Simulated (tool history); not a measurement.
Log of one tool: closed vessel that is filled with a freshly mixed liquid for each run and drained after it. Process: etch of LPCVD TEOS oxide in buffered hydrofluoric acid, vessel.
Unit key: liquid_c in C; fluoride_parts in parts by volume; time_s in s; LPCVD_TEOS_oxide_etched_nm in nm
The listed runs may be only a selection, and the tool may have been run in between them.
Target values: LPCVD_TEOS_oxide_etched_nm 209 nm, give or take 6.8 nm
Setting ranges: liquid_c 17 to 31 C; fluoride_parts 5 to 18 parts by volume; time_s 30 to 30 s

run 1 hour=0 | liquid_c=23 fluoride_parts=11 time_s=30 | LPCVD_TEOS_oxide_etched_nm=83.354
run 2 hour=3.5 | liquid_c=23 fluoride_parts=8.5 time_s=30 | LPCVD_TEOS_oxide_etched_nm=103.91
run 3 hour=9.5 | liquid_c=19.5 fluoride_parts=8.5 time_s=30 | LPCVD_TEOS_oxide_etched_nm=84.361
run 4 hour=16.3 | liquid_c=21.5 fluoride_parts=8 time_s=30 | LPCVD_TEOS_oxide_etched_nm=102.62
run 5 hour=25.3 | liquid_c=23.5 fluoride_parts=7.5 time_s=30 | LPCVD_TEOS_oxide_etched_nm=122.77
run 6 hour=28.4 | liquid_c=23.5 fluoride_parts=5.5 time_s=30 | LPCVD_TEOS_oxide_etched_nm=161.61
run 7 hour=33.2 | liquid_c=24 fluoride_parts=5.5 time_s=30 | LPCVD_TEOS_oxide_etched_nm=169.48
run 8 hour=38.6 | liquid_c=24.5 fluoride_parts=5.5 time_s=30 | LPCVD_TEOS_oxide_etched_nm=175.57
run 9 hour=47.3 | liquid_c=25 fluoride_parts=5.5 time_s=30 | LPCVD_TEOS_oxide_etched_nm=177.47
run 10 hour=51.5 | liquid_c=25.5 fluoride_parts=5.5 time_s=30 | LPCVD_TEOS_oxide_etched_nm=180.93

Consider the 4 candidate settings below. Which is the only one whose results all fall within their allowed miss of target?
run A hour=55.7 | liquid_c=28 fluoride_parts=5.5 time_s=30 | LPCVD_TEOS_oxide_etched_nm=?
run B hour=55.7 | liquid_c=30.5 fluoride_parts=6 time_s=30 | LPCVD_TEOS_oxide_etched_nm=?
run C hour=55.7 | liquid_c=28 fluoride_parts=8 time_s=30 | LPCVD_TEOS_oxide_etched_nm=?
run D hour=55.7 | liquid_c=28 fluoride_parts=5 time_s=30 | LPCVD_TEOS_oxide_etched_nm=?

move=A LPCVD_TEOS_oxide_etched_nm=207.33
move=B LPCVD_TEOS_oxide_etched_nm=219.67
move=C LPCVD_TEOS_oxide_etched_nm=145.93
move=D LPCVD_TEOS_oxide_etched_nm=224.68
A: hits every target within its allowed miss
B: the result that was furthest off in the last run now lies on the other side of its target
C: lands further from the targets than the last run did
D: the result that was furthest off in the last run now lies on the other side of its target
The right move is A.
